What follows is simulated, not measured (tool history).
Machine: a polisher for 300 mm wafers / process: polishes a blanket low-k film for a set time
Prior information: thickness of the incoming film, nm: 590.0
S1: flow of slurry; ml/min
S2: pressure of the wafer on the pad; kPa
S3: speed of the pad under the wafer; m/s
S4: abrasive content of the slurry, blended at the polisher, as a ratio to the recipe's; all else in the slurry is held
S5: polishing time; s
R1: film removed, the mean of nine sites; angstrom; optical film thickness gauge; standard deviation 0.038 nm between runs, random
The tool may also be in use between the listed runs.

{"run": 1, "hour": 0.0, "S1": 130, "S2": 8.3, "S3": 0.98, "S4": 1.0, "S5": 27, "R1": 76.291}
{"run": 2, "hour": 0.8, "S1": 130, "S2": 8.3, "S3": 0.98, "S4": 1.0, "S5": 24, "R1": 68.003}
{"run": 3, "hour": 3.7, "S1": 125, "S2": 8.3, "S3": 0.98, "S4": 1.0, "S5": 24, "R1": 67.462}
{"run": 4, "hour": 5.1, "S1": 125, "S2": 8.3, "S3": 0.98, "S4": 1.2, "S5": 24, "R1": 71.968}
{"run": 5, "hour": 8.4, "S1": 110, "S2": 8.3, "S3": 0.98, "S4": 1.2, "S5": 24, "R1": 70.667}
{"run": 6, "hour": 13.9, "S1": 105, "S2": 8.3, "S3": 0.98, "S4": 1.2, "S5": 24, "R1": 69.791}
{"run": 7, "hour": 18.1, "S1": 100, "S2": 8.3, "S3": 0.98, "S4": 1.2, "S5": 24, "R1": 69.404}

Estimate the outcome of run 8 from the log above:
{"run": 8, "hour": 19.3, "S1": 90, "S2": 7.6, "S3": 0.98, "S4": 1.2, "S5": 24, "R1": "?"}

R1: 62.229 angstrom
